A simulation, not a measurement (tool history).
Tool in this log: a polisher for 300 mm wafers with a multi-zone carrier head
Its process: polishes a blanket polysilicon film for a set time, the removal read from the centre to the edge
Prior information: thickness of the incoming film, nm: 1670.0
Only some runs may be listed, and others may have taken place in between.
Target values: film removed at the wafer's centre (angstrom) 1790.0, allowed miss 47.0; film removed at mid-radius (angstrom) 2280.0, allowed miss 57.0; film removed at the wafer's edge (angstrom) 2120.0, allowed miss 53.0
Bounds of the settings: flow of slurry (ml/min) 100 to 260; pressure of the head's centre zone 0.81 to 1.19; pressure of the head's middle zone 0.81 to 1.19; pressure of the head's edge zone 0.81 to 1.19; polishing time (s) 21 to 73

| run | hour | flow of slurry (ml/min) | pressure of the head's centre zone | pressure of the head's middle zone | pressure of the head's edge zone | polishing time (s) | film removed at the wafer's centre (angstrom) | film removed at mid-radius (angstrom) | film removed at the wafer's edge (angstrom) |
|---|---|---|---|---|---|---|---|---|---|
| 1 | 0.0 | 165 | 1.00 | 1.00 | 1.00 | 47 | 1772.1 | 2023.8 | 2016.8 |
| 2 | 8.3 | 170 | 0.99 | 1.01 | 1.00 | 47 | 1779.0 | 2064.6 | 2040.2 |
| 3 | 14.7 | 155 | 0.99 | 1.01 | 1.00 | 47 | 1738.5 | 2023.1 | 2042.6 |
| 4 | 20.3 | 140 | 0.99 | 1.01 | 1.00 | 47 | 1724.2 | 2026.9 | 2036.7 |
| 5 | 24.5 | 145 | 0.99 | 1.02 | 1.01 | 47 | 1734.8 | 2033.7 | 2023.0 |
| 6 | 31.1 | 145 | 0.99 | 1.02 | 1.01 | 55 | 1981.1 | 2395.5 | 2406.2 |
| 7 | 39.1 | 145 | 0.98 | 1.02 | 0.99 | 55 | 1984.4 | 2413.5 | 2370.4 |
| 8 | 46.4 | 140 | 0.97 | 1.02 | 0.97 | 55 | 1959.2 | 2384.9 | 2325.6 |
| 9 | 52.3 | 135 | 0.96 | 1.02 | 0.96 | 55 | 1925.0 | 2355.5 | 2303.8 |
| 10 | 54.5 | 130 | 0.95 | 1.02 | 0.95 | 55 | 1935.4 | 2374.2 | 2290.0 |
| 11 | 57.2 | 130 | 0.94 | 1.02 | 0.94 | 55 | 1899.1 | 2370.9 | 2310.9 |
| 12 | 58.7 | 110 | 0.95 | 1.04 | 0.84 | 53 | 1798.2 | 2267.6 | 2066.6 |

Of the 4 settings listed for the next run, only one would bring every result within its allowed miss of target. Which one?
| A | 60.2 | 100 | 1.01 | 1.08 | 0.86 | 52 | ? | ? | ? |
| B | 60.2 | 115 | 0.92 | 1.00 | 0.81 | 53 | ? | ? | ? |
| C | 60.2 | 110 | 0.93 | 1.03 | 0.86 | 54 | ? | ? | ? |
| D | 60.2 | 125 | 0.98 | 1.01 | 0.81 | 52 | ? | ? | ? |

| move | film removed at the wafer's centre (angstrom) | film removed at mid-radius (angstrom) | film removed at the wafer's edge (angstrom) |
|---|---|---|---|
| A | 1870.9 | 2285.9 | 2027.6 |
| B | 1765.2 | 2219.4 | 2038.1 |
| C | 1808.1 | 2306.3 | 2123.6 |
| D | 1867.8 | 2216.6 | 2013.2 |
A: lands further from the targets than the last run did
B: lands further from the targets than the last run did
C: meets every target
D: lands further from the targets than the last run did
Correct choice: C, which meets every target

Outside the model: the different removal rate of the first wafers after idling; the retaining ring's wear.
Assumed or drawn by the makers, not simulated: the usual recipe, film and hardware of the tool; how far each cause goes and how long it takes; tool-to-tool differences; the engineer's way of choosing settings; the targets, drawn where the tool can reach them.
